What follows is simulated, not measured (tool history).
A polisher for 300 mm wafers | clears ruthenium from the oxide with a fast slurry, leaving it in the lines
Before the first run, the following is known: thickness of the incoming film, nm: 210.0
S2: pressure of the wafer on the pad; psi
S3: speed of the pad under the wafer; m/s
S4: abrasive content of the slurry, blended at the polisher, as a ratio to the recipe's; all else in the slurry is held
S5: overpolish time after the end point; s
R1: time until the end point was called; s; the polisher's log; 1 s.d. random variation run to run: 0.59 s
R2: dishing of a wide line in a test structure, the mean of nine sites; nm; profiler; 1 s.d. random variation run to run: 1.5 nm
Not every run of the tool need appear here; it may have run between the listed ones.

run 1 hour=0 | flow_of_slurry_(ml/min)=315 S2=3 S3=1.16 S4=1 S5=13 | R1=46.751 R2=54.057
run 2 hour=6.6 | flow_of_slurry_(ml/min)=285 S2=3 S3=1.16 S4=1 S5=13 | R1=47.08 R2=56.897
run 3 hour=13.9 | flow_of_slurry_(ml/min)=285 S2=2.3 S3=1.16 S4=1 S5=13 | R1=60.383 R2=43.815
run 4 hour=17.1 | flow_of_slurry_(ml/min)=285 S2=2.4 S3=1.16 S4=1 S5=14 | R1=57.838 R2=49.151
run 5 hour=18.2 | flow_of_slurry_(ml/min)=280 S2=2.5 S3=1.16 S4=1 S5=15 | R1=55.292 R2=52.983
run 6 hour=20.8 | flow_of_slurry_(ml/min)=255 S2=2.5 S3=1.16 S4=1 S5=15 | R1=55.745 R2=52.489

What does the tool deliver on the next run?
run 7 hour=27.6 | flow_of_slurry_(ml/min)=255 S2=2.5 S3=1.16 S4=1 S5=16 | R1=? R2=?

Run 7 gave R1 56.78 s, R2 56.305 nm.

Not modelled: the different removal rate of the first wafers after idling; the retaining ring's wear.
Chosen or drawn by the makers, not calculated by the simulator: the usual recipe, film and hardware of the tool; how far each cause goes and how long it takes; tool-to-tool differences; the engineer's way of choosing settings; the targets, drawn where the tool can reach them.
